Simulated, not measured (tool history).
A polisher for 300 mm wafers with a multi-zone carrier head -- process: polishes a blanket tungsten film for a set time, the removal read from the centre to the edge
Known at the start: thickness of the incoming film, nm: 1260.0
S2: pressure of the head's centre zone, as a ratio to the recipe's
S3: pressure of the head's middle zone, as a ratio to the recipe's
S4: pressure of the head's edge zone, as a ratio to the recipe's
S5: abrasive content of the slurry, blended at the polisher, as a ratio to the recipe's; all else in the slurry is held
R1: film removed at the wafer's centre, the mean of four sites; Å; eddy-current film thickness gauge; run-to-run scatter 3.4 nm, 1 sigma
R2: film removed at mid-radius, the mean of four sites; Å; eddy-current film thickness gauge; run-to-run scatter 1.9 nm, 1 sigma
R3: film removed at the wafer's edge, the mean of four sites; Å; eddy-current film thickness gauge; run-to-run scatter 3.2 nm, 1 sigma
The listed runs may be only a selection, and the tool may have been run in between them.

Run 1, hour 0: flow of slurry (ml/min) 295, S2 1, S3 1, S4 1, S5 1, polishing time (s) 67. Result: R1 3290.4 Å, R2 3222 Å, R3 3228.4 Å.
Run 2, hour 2.5: flow of slurry (ml/min) 295, S2 0.92, S3 1, S4 1, S5 1, polishing time (s) 67. Result: R1 3036.3 Å, R2 3275.2 Å, R3 3311.1 Å.
Run 3, hour 6.3: flow of slurry (ml/min) 295, S2 0.92, S3 0.99, S4 0.98, S5 0.9, polishing time (s) 65. Result: R1 2808.2 Å, R2 3094.6 Å, R3 3063.4 Å.
Run 4, hour 11.4: flow of slurry (ml/min) 295, S2 0.92, S3 0.99, S4 1.03, S5 0.9, polishing time (s) 65. Result: R1 2825.2 Å, R2 3060 Å, R3 3126 Å.
Run 5, hour 19: flow of slurry (ml/min) 295, S2 0.93, S3 0.97, S4 1.01, S5 0.85, polishing time (s) 64. Result: R1 2832.8 Å, R2 2913.9 Å, R3 3029.3 Å.
Run 6, hour 25.5: flow of slurry (ml/min) 370, S2 0.93, S3 0.97, S4 1.01, S5 0.85, polishing time (s) 64. Result: R1 2882.1 Å, R2 2957 Å, R3 3101.1 Å.
Run 7, hour 33.5: flow of slurry (ml/min) 365, S2 0.93, S3 0.96, S4 0.99, S5 0.8, polishing time (s) 63. Result: R1 2727.8 Å, R2 2811.7 Å, R3 2984.3 Å.
Run 8, hour 42.2: flow of slurry (ml/min) 355, S2 0.94, S3 0.96, S4 0.97, S5 0.75, polishing time (s) 62. Result: R1 2696.7 Å, R2 2732.6 Å, R3 2839.9 Å.
Run 9, hour 44.3: flow of slurry (ml/min) 350, S2 0.94, S3 0.95, S4 0.95, S5 0.7, polishing time (s) 62. Result: R1 2709.3 Å, R2 2723.1 Å, R3 2756.5 Å.
Run 10, hour 52.1: flow of slurry (ml/min) 345, S2 0.93, S3 0.94, S4 0.94, S5 0.65, polishing time (s) 62. Result: R1 2600.6 Å, R2 2578.6 Å, R3 2681.4 Å.

Estimate the outcome of run 11 from the log above:
Run 11, hour 54.3: flow of slurry (ml/min) 290, S2 0.89, S3 0.93, S4 0.84, S5 0.6, polishing time (s) 61. Result: R1 ?, R2 ?, R3 ?.

Logged for run 11: R1 2267.5 Å, R2 2441.5 Å, R3 2465.8 Å.
